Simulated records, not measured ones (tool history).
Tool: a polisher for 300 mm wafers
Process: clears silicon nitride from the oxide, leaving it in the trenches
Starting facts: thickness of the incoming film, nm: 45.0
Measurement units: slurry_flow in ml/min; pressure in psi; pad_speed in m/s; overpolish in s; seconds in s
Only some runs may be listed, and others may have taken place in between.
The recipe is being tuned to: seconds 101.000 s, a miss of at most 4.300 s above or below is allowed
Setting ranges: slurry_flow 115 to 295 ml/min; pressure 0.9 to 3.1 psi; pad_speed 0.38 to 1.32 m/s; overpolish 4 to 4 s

run,hour,slurry_flow,pressure,pad_speed,overpolish,seconds
1,0.0,190,2.0,0.84,4,77.913
2,1.6,190,1.9,0.84,4,80.750
3,6.7,190,2.4,0.84,4,66.156
4,9.2,190,2.4,0.84,4,64.943
5,18.2,190,2.4,0.84,4,68.047
6,22.8,190,2.1,0.82,4,76.538
# hour 25.6: worn pad replaced by a new one
7,25.6,190,1.9,0.82,4,77.902
8,32.5,185,1.3,0.76,4,111.620

Consider the 5 candidate settings below. Which is the only one whose results all fall within their allowed miss of target?
A,39.4,185,1.6,0.72,4,?
B,39.4,180,1.4,0.90,4,?
C,39.4,165,1.2,0.82,4,?
D,39.4,295,1.8,0.68,4,?
E,39.4,185,1.3,0.90,4,?

move,seconds
A,99.726
B,88.982
C,110.070
D,91.293
E,93.445
A: all results land within tolerance of their targets
B: takes the biggest miss from the last run beyond its target
C: moves toward the targets from the last run without getting all of them in spec
D: takes the biggest miss from the last run beyond its target
E: takes the biggest miss from the last run beyond its target
The move that meets every target is A.

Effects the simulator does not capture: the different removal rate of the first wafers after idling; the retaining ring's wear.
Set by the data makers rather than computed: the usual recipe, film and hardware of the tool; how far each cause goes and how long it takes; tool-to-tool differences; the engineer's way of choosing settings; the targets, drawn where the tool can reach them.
